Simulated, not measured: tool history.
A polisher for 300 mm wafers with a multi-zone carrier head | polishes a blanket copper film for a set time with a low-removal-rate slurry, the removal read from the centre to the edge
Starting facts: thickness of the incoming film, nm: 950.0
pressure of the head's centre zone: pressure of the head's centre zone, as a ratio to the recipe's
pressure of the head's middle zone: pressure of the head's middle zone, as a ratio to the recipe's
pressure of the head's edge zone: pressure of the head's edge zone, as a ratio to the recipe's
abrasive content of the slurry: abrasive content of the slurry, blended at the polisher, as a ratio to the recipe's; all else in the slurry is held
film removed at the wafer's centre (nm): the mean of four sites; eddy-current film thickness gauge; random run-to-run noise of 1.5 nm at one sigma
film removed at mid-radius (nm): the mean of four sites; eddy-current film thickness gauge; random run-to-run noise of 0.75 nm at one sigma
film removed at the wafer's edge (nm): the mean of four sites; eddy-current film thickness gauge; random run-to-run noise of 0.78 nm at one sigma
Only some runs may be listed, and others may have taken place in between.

run	day	flow of slurry (ml/min)	pressure of the head's centre zone	pressure of the head's middle zone	pressure of the head's edge zone	abrasive content of the slurry	polishing time (s)	film removed at the wafer's centre (nm)	film removed at mid-radius (nm)	film removed at the wafer's edge (nm)
1	0	195	1	1	1	1	71	192.67	189.92	190.77
2	0.054	195	1	1	0.92	1	71	185.62	191.63	184.46
3	0.112	190	1.04	0.97	0.9	0.85	58	149.75	142.37	142.9
4	0.175	240	1.04	0.97	0.9	0.85	58	155.29	149.66	146
5	0.45	240	1.04	0.97	0.9	0.85	68	177.53	175.42	170.11
6	0.475	240	1.04	0.97	0.87	0.85	68	182.4	172.63	170.42
7	0.717	235	1.06	0.96	0.85	0.75	58	155.17	140.48	135.63
8	0.888	220	1.04	0.94	0.84	0.65	53	126.68	119.31	119.55
9	1.179	220	1.06	0.94	0.83	0.6	49	117.28	109.22	106.76
10	1.417	200	1.08	0.93	0.82	0.55	48	114.1	101.12	100.13

What will run 11 give?
11	1.546	180	1.08	0.93	0.82	0.55	48	?	?	?

film removed at the wafer's centre (nm): 112.3
film removed at mid-radius (nm): 98.939
film removed at the wafer's edge (nm): 99.033

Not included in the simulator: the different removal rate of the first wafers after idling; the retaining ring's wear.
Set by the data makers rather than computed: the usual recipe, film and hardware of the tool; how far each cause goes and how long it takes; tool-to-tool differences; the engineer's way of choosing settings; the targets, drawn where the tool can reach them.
